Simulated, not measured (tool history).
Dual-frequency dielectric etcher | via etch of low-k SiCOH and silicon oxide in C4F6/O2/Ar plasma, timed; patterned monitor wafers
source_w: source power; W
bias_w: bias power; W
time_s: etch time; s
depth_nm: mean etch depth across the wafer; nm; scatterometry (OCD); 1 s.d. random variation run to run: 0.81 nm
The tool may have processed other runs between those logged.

| run | hour | source_w | bias_w | time_s | depth_nm |
|---|---|---|---|---|---|
| 1 | 0 | 270 | 247 | 71 | 167 |
| 2 | 1.6 | 250 | 233 | 71 | 155.26 |
| 3 | 7 | 250 | 217 | 71 | 155.5 |
| 4 | 12.8 | 250 | 252 | 71 | 161.32 |
| 5 | 16 | 230 | 242 | 71 | 151.62 |
| 6 | 18.1 | 220 | 238 | 71 | 145.52 |
| 7 | 23.7 | 160 | 219 | 71 | 113.93 |
| 8 | 24.9 | 200 | 222 | 71 | 136.55 |

The next listed run, before its measurement:
| 9 | 32.3 | 200 | 221 | 71 | ? |

{"run 9": {"depth_nm": 135.35}}

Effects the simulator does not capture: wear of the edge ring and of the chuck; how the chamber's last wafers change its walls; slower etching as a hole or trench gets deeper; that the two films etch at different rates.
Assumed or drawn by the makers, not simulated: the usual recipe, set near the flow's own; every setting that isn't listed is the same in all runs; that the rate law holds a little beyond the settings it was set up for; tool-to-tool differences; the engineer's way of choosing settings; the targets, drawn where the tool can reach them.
